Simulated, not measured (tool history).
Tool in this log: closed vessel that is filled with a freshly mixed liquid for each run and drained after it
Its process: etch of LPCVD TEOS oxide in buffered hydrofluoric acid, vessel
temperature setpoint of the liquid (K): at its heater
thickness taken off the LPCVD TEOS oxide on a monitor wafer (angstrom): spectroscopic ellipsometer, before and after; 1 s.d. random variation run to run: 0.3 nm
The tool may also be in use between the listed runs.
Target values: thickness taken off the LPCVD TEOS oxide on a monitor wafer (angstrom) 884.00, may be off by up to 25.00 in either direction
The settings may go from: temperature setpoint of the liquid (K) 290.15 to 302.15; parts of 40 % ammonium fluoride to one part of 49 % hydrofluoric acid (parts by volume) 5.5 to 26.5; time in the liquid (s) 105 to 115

| run | day | temperature setpoint of the liquid (K) | parts of 40 % ammonium fluoride to one part of 49 % hydrofluoric acid (parts by volume) | time in the liquid (s) | thickness taken off the LPCVD TEOS oxide on a monitor wafer (angstrom) |
|---|---|---|---|---|---|
| 1 | 0.000 | 294.15 | 16.0 | 105 | 1401.90 |
| 2 | 0.188 | 294.15 | 20.0 | 105 | 1130.20 |
| 3 | 0.304 | 293.65 | 20.0 | 105 | 1101.70 |
| 4 | 0.383 | 293.65 | 23.0 | 105 | 967.52 |
| 5 | 0.488 | 293.65 | 23.0 | 115 | 1065.90 |
| 6 | 0.608 | 293.15 | 23.0 | 115 | 1038.60 |
| 7 | 0.883 | 292.65 | 23.0 | 115 | 1005.50 |
| 8 | 1.183 | 292.15 | 23.0 | 115 | 973.58 |
| 9 | 1.396 | 291.15 | 23.0 | 115 | 923.77 |

Of the 5 settings listed for the next run, only one would bring every result within its allowed miss of target. Which one?
| A | 1.608 | 292.65 | 25.0 | 115 | ? |
| B | 1.608 | 292.65 | 22.0 | 110 | ? |
| C | 1.608 | 291.65 | 23.5 | 110 | ? |
| D | 1.608 | 291.15 | 22.0 | 115 | ? |
| E | 1.608 | 292.15 | 21.5 | 105 | ? |

| move | thickness taken off the LPCVD TEOS oxide on a monitor wafer (angstrom) |
|---|---|
| A | 946.84 |
| B | 989.21 |
| C | 893.22 |
| D | 949.97 |
| E | 938.50 |
A: the biggest miss grows against the last run
B: the biggest miss grows against the last run
C: in spec on every target
D: the biggest miss grows against the last run
E: the biggest miss grows against the last run
So the answer is move C, the one that meets all the targets.

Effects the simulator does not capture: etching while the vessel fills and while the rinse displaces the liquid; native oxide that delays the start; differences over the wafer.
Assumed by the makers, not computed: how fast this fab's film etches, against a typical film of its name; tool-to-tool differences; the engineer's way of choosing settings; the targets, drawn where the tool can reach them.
